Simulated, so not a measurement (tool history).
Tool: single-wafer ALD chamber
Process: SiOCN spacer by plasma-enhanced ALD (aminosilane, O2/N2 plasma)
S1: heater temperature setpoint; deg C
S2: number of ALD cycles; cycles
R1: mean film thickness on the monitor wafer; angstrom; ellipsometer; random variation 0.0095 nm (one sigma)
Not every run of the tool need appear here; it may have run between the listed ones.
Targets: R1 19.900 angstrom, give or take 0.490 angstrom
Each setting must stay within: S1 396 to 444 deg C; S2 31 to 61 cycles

| run | day | S1 | S2 | R1 |
|---|---|---|---|---|
| 1 | 0.000 | 420 | 46 | 26.759 |
| 2 | 0.192 | 428 | 46 | 26.262 |
| 3 | 0.333 | 421 | 46 | 26.842 |
| 4 | 0.688 | 417 | 46 | 27.131 |
| 5 | 1.017 | 420 | 43 | 25.067 |
| 6 | 1.225 | 422 | 41 | 23.799 |
| 7 | 1.575 | 424 | 39 | 22.450 |
| 8 | 1.617 | 426 | 38 | 21.905 |
| 9 | 1.733 | 431 | 34 | 19.083 |
| 10 | 2.058 | 430 | 34 | 19.321 |
| 11 | 2.275 | 429 | 34 | 19.231 |
| 12 | 2.421 | 428 | 34 | 19.334 |

Next run, 4 choices. One meets every target within its allowed miss, the rest don't. Which?
| A | 2.567 | 420 | 32 | ? |
| B | 2.567 | 434 | 36 | ? |
| C | 2.567 | 432 | 33 | ? |
| D | 2.567 | 422 | 32 | ? |

| move | R1 |
|---|---|
| A | 18.617 |
| B | 20.020 |
| C | 18.472 |
| D | 18.500 |
A: further off than the last run
B: every result lands within tolerance
C: further off than the last run
D: further off than the last run
Answer: B
